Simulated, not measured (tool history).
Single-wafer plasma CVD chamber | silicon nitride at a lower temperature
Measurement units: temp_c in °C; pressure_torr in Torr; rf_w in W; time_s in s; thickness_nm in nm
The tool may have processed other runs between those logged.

run	hour	temp_c	pressure_torr	rf_w	time_s	thickness_nm
1	0.0	370	1.65	315	16.7	21.841
2	1.4	370	1.55	310	16.7	21.068
3	9.2	370	1.55	325	16.7	21.833
4	16.2	370	1.46	320	16.7	21.131
5	24.2	370	1.39	320	16.7	20.649
6	30.9	370	1.33	320	16.7	20.205
7	32.4	370	1.00	315	16.7	17.293
8	33.7	370	1.03	315	16.7	17.539
9	36.4	370	1.05	315	16.7	17.795
10	38.9	370	1.07	315	16.7	18.038

Run 11, settings as shown, results not yet in. Your forecast:
11	40.7	370	1.08	315	16.7	?

{"run 11": {"thickness_nm": 18.054}}

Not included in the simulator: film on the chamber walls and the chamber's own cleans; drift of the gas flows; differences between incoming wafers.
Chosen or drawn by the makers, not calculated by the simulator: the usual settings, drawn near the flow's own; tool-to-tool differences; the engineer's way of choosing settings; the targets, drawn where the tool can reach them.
